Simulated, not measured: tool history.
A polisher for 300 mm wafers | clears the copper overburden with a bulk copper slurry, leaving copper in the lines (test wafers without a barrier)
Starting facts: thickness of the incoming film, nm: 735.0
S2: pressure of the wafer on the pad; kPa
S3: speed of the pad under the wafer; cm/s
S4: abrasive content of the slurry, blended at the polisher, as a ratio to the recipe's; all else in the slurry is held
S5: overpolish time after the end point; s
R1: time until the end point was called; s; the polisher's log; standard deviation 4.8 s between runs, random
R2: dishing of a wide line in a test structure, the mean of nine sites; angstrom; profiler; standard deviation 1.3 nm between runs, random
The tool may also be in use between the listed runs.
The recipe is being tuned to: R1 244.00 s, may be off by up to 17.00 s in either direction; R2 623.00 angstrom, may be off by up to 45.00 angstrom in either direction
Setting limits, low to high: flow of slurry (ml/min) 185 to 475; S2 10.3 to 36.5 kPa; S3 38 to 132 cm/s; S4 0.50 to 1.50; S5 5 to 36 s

Run 1, hour 0.0: flow of slurry (ml/min) 305, S2 23.4 kPa, S3 84 cm/s, S4 1.00, S5 18 s. Result: R1 103.08 s, R2 838.87 angstrom.
Run 2, hour 5.0: flow of slurry (ml/min) 265, S2 23.4 kPa, S3 84 cm/s, S4 1.00, S5 18 s. Result: R1 104.62 s, R2 807.99 angstrom.
Run 3, hour 9.9: flow of slurry (ml/min) 265, S2 23.4 kPa, S3 84 cm/s, S4 1.00, S5 21 s. Result: R1 105.95 s, R2 893.50 angstrom.
Run 4, hour 18.9: flow of slurry (ml/min) 205, S2 23.4 kPa, S3 84 cm/s, S4 1.00, S5 21 s. Result: R1 106.50 s, R2 930.14 angstrom.
Run 5, hour 20.5: flow of slurry (ml/min) 250, S2 23.4 kPa, S3 84 cm/s, S4 1.00, S5 21 s. Result: R1 104.64 s, R2 911.86 angstrom.
At hour 29.3: slurry blender recalibrated.
Run 6, hour 29.3: flow of slurry (ml/min) 250, S2 23.4 kPa, S3 84 cm/s, S4 0.80, S5 21 s. Result: R1 103.39 s, R2 902.49 angstrom.
Run 7, hour 32.4: flow of slurry (ml/min) 245, S2 19.3 kPa, S3 76 cm/s, S4 0.80, S5 24 s. Result: R1 139.57 s, R2 790.52 angstrom.
Run 8, hour 37.8: flow of slurry (ml/min) 245, S2 16.5 kPa, S3 72 cm/s, S4 0.80, S5 26 s. Result: R1 164.90 s, R2 731.20 angstrom.

Exercise: of the 5 proposed moves below, exactly one satisfies all targets within the stated allowed misses. Which move is it?
Run A, hour 43.2: flow of slurry (ml/min) 195, S2 15.9 kPa, S3 56 cm/s, S4 1.05, S5 21 s. Result: R1 ?, R2 ?.
Run B, hour 43.2: flow of slurry (ml/min) 185, S2 17.2 kPa, S3 38 cm/s, S4 0.90, S5 30 s. Result: R1 ?, R2 ?.
Run C, hour 43.2: flow of slurry (ml/min) 185, S2 10.3 kPa, S3 68 cm/s, S4 0.85, S5 31 s. Result: R1 ?, R2 ?.
Run D, hour 43.2: flow of slurry (ml/min) 185, S2 18.6 kPa, S3 40 cm/s, S4 0.65, S5 28 s. Result: R1 ?, R2 ?.
Run E, hour 43.2: flow of slurry (ml/min) 240, S2 13.1 kPa, S3 58 cm/s, S4 0.85, S5 32 s. Result: R1 ?, R2 ?.

move      R1      R2
   A  216.11  525.77
   B  300.41  540.97
   C  283.82  555.85
   D  284.70  536.96
   E  254.50  634.58
A: moves toward the targets from the last run without getting all of them in spec
B: moves the result that the last run missed by most past its target, out the other side
C: moves the result that the last run missed by most past its target, out the other side
D: moves the result that the last run missed by most past its target, out the other side
E: all results in spec
The move that meets every target is E.
